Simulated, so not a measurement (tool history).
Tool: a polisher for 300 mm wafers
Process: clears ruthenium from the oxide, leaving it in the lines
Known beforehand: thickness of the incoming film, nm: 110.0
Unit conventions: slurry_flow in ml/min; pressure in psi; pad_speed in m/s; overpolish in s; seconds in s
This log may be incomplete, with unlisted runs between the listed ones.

| run | day | slurry_flow | pressure | pad_speed | overpolish | seconds |
|---|---|---|---|---|---|---|
| 1 | 0 | 310 | 2.5 | 0.8 | 7 | 113.84 |
| 2 | 0.033 | 310 | 2.3 | 0.76 | 7 | 130 |
| 3 | 0.329 | 310 | 2.1 | 0.72 | 7 | 148.97 |
| 4 | 0.425 | 310 | 1.9 | 0.68 | 7 | 171.05 |
| 5 | 0.521 | 360 | 1.9 | 0.68 | 7 | 172.15 |
| 6 | 0.738 | 360 | 1.8 | 0.66 | 7 | 184.87 |
| 7 | 0.833 | 350 | 1.1 | 0.5 | 7 | 371.42 |
| 8 | 0.892 | 355 | 1.2 | 0.5 | 7 | 350.18 |
|  | 1.204 | worn pad replaced by a new one |
| 9 | 1.204 | 360 | 1.2 | 0.5 | 7 | 324.83 |
| 10 | 1.233 | 370 | 1.2 | 0.5 | 7 | 325.29 |
| 11 | 1.292 | 380 | 1.2 | 0.5 | 7 | 322.11 |
| 12 | 1.408 | 390 | 1.4 | 0.5 | 7 | 273.19 |
| 13 | 1.538 | 385 | 1.4 | 0.5 | 7 | 281.02 |
| 14 | 1.883 | 380 | 1.4 | 0.5 | 7 | 281.34 |
| 15 | 1.954 | 375 | 1.4 | 0.5 | 7 | 279.58 |
| 16 | 2.167 | 370 | 1.4 | 0.5 | 7 | 279.03 |
| 17 | 2.271 | 365 | 1.4 | 0.5 | 7 | 281.39 |
| 18 | 2.35 | 360 | 1.4 | 0.5 | 7 | 284.82 |

Forecast run 19:
| 19 | 2.421 | 355 | 1.4 | 0.5 | 7 | ? |

{"run 19": {"seconds": 280.18}}
